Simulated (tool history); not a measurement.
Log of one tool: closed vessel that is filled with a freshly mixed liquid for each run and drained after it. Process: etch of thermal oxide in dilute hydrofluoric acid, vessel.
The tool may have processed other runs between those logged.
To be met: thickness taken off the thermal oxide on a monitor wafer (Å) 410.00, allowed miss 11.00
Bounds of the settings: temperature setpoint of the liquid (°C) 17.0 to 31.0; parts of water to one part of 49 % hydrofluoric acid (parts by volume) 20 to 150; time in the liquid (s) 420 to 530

run	hour	temperature setpoint of the liquid (°C)	parts of water to one part of 49 % hydrofluoric acid (parts by volume)	time in the liquid (s)	thickness taken off the thermal oxide on a monitor wafer (Å)
1	0.0	23.0	85	530	275.98
2	2.4	24.0	85	530	288.83
3	8.3	22.0	85	530	267.32
4	11.5	23.5	85	530	286.93
5	14.6	24.5	85	530	292.30
6	15.9	25.5	85	530	306.68
7	21.5	26.5	85	530	322.40
8	28.0	27.0	85	530	327.81
9	29.0	27.5	85	530	336.01
10	33.0	28.0	85	530	337.67
11	37.4	28.5	85	530	347.16
12	38.4	29.0	85	530	350.00
13	43.3	29.5	85	530	356.40
14	48.5	30.5	80	530	395.32

Exactly one of the 5 candidate moves below puts every result within its allowed miss. Which one?
A	53.7	30.0	80	505	?
B	53.7	30.0	70	455	?
C	53.7	30.0	75	490	?
D	53.7	30.5	85	530	?
E	53.7	31.0	65	420	?

move	thickness taken off the thermal oxide on a monitor wafer (Å)
A	374.67
B	391.53
C	390.63
D	374.43
E	407.53
A: further off than the last run
B: further off than the last run
C: further off than the last run
D: further off than the last run
E: every result lands within tolerance
E is the move that brings every result within its allowed miss.
